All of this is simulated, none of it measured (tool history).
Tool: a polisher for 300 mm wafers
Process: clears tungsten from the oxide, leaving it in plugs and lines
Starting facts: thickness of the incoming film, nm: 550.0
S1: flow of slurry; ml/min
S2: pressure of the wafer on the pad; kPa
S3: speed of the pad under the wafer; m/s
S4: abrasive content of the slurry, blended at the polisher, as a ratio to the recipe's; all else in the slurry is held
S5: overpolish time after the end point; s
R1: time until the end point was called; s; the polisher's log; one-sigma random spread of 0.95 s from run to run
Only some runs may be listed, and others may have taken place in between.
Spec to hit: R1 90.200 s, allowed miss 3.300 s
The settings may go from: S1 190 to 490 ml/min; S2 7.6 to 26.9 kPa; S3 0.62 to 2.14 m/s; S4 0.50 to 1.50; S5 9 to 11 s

Run 1, hour 0.0: S1 315 ml/min, S2 17.2 kPa, S3 1.38 m/s, S4 1.00, S5 11 s. Result: R1 117.670 s.
Run 2, hour 4.5: S1 315 ml/min, S2 17.2 kPa, S3 1.38 m/s, S4 1.00, S5 11 s. Result: R1 119.190 s.
Run 3, hour 13.0: S1 315 ml/min, S2 17.9 kPa, S3 1.38 m/s, S4 1.00, S5 11 s. Result: R1 113.600 s.
Run 4, hour 21.9: S1 315 ml/min, S2 18.6 kPa, S3 1.38 m/s, S4 1.00, S5 11 s. Result: R1 106.620 s.
Run 5, hour 24.1: S1 285 ml/min, S2 18.6 kPa, S3 1.38 m/s, S4 1.00, S5 11 s. Result: R1 110.150 s.
Run 6, hour 30.9: S1 285 ml/min, S2 18.6 kPa, S3 1.38 m/s, S4 1.00, S5 11 s. Result: R1 110.970 s.
Run 7, hour 36.5: S1 305 ml/min, S2 19.3 kPa, S3 1.38 m/s, S4 1.00, S5 11 s. Result: R1 105.070 s.
Run 8, hour 41.5: S1 310 ml/min, S2 20.0 kPa, S3 1.38 m/s, S4 1.00, S5 11 s. Result: R1 102.900 s.
Run 9, hour 49.5: S1 310 ml/min, S2 20.7 kPa, S3 1.38 m/s, S4 1.00, S5 11 s. Result: R1 98.853 s.
Run 10, hour 57.6: S1 310 ml/min, S2 20.7 kPa, S3 1.38 m/s, S4 1.00, S5 11 s. Result: R1 100.890 s.
Run 11, hour 65.7: S1 310 ml/min, S2 21.4 kPa, S3 1.38 m/s, S4 1.00, S5 11 s. Result: R1 95.326 s.

Pick the move, out of 4, that brings all results within their allowed miss; only one does.
Run A, hour 73.8: S1 290 ml/min, S2 22.1 kPa, S3 1.32 m/s, S4 0.95, S5 11 s. Result: R1 ?.
Run B, hour 73.8: S1 250 ml/min, S2 23.4 kPa, S3 1.26 m/s, S4 0.90, S5 11 s. Result: R1 ?.
Run C, hour 73.8: S1 190 ml/min, S2 20.7 kPa, S3 1.34 m/s, S4 1.30, S5 9 s. Result: R1 ?.
Run D, hour 73.8: S1 290 ml/min, S2 22.1 kPa, S3 1.46 m/s, S4 0.90, S5 9 s. Result: R1 ?.

move       R1
   A   99.985
   B  101.040
   C  101.660
   D   91.766
A: misses by more than the last run did
B: misses by more than the last run did
C: misses by more than the last run did
D: in spec on every target
Go with D: it meets all targets.

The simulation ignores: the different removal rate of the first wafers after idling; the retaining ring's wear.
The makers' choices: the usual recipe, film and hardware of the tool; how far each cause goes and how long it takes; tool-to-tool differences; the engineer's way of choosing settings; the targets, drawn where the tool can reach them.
